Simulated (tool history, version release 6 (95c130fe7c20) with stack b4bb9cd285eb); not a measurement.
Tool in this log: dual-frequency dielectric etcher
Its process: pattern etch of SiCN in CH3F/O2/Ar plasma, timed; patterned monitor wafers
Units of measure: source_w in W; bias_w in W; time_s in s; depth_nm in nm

| run | hour | source_w | bias_w | time_s | depth_nm |
|---|---|---|---|---|---|
| 1 | 0 | 480 | 94 | 48 | 20.71 |
| 2 | 6 | 480 | 80 | 48 | 18.959 |
| 3 | 8.3 | 480 | 80 | 48 | 18.97 |
| 4 | 14.2 | 480 | 80 | 48 | 18.948 |
| 5 | 20.3 | 480 | 71 | 48 | 17.766 |
| 6 | 27.7 | 530 | 76 | 48 | 19.205 |
| 7 | 29.4 | 570 | 79 | 48 | 20.212 |

Run 8 is up next; what results do you expect?
| 8 | 38 | 600 | 81 | 48 | ? |

{"run 8": {"depth_nm": 20.74}}
